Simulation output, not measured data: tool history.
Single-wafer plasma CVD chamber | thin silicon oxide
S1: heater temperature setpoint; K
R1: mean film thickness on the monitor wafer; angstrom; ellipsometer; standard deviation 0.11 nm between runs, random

run 1 day=0 | S1=653.15 chamber_pressure_(Torr)=0.655 RF_power_(W)=255 deposition_time_(s)=9.68 | R1=142.57
run 2 day=0.221 | S1=653.15 chamber_pressure_(Torr)=0.768 RF_power_(W)=255 deposition_time_(s)=9.68 | R1=164.71
run 3 day=0.408 | S1=657.15 chamber_pressure_(Torr)=0.768 RF_power_(W)=255 deposition_time_(s)=9.68 | R1=165.37
run 4 day=0.617 | S1=657.15 chamber_pressure_(Torr)=0.833 RF_power_(W)=255 deposition_time_(s)=9.68 | R1=177.23
run 5 day=0.65 | S1=657.15 chamber_pressure_(Torr)=0.841 RF_power_(W)=255 deposition_time_(s)=9.68 | R1=180.44
run 6 day=0.733 | S1=657.15 chamber_pressure_(Torr)=0.847 RF_power_(W)=255 deposition_time_(s)=9.68 | R1=179.38
run 7 day=0.875 | S1=657.15 chamber_pressure_(Torr)=0.854 RF_power_(W)=255 deposition_time_(s)=9.68 | R1=181.35
run 8 day=1.217 | S1=657.15 chamber_pressure_(Torr)=0.854 RF_power_(W)=255 deposition_time_(s)=9.68 | R1=179.85
run 9 day=1.454 | S1=657.15 chamber_pressure_(Torr)=0.862 RF_power_(W)=255 deposition_time_(s)=9.68 | R1=182.46
run 10 day=1.679 | S1=657.15 chamber_pressure_(Torr)=0.868 RF_power_(W)=255 deposition_time_(s)=9.68 | R1=184.25

Run 11 comes next. What will it give?
run 11 day=2.017 | S1=657.15 chamber_pressure_(Torr)=0.873 RF_power_(W)=255 deposition_time_(s)=9.68 | R1=?

Logged for run 11: R1 186.22 angstrom.
